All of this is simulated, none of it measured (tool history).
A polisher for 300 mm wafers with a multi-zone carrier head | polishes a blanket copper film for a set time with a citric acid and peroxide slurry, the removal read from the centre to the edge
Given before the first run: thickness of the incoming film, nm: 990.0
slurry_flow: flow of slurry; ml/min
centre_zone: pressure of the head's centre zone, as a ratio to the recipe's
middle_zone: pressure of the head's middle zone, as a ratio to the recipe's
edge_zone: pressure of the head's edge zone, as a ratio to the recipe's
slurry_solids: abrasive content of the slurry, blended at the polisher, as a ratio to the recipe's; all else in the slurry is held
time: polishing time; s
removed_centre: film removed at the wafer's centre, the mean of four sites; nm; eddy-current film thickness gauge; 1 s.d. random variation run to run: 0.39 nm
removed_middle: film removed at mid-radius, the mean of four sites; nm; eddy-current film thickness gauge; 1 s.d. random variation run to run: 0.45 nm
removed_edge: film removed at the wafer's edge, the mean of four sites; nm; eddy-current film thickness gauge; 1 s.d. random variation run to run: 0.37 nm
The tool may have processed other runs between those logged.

| run | day | slurry_flow | centre_zone | middle_zone | edge_zone | slurry_solids | time | removed_centre | removed_middle | removed_edge |
|---|---|---|---|---|---|---|---|---|---|---|
| 1 | 0.000 | 165 | 1.00 | 1.00 | 1.00 | 1.0 | 31 | 60.685 | 60.208 | 59.733 |
| 2 | 0.317 | 155 | 0.98 | 0.99 | 1.00 | 1.0 | 31 | 57.365 | 59.237 | 58.473 |
| 3 | 0.596 | 145 | 0.98 | 0.98 | 1.01 | 1.0 | 31 | 56.669 | 57.847 | 58.265 |
| 4 | 0.808 | 145 | 0.98 | 0.98 | 1.07 | 1.0 | 31 | 56.738 | 57.774 | 59.933 |
| 5 | 1.033 | 145 | 0.98 | 0.94 | 1.07 | 1.0 | 31 | 57.077 | 56.184 | 60.322 |
| 6 | 1.229 | 135 | 0.97 | 0.94 | 1.07 | 1.0 | 31 | 55.911 | 54.552 | 59.012 |

The next listed run, before its measurement:
| 7 | 1.292 | 130 | 0.96 | 0.95 | 1.07 | 1.0 | 31 | ? | ? | ? |

removed_centre: 54.588 nm
removed_middle: 55.801 nm
removed_edge: 59.061 nm
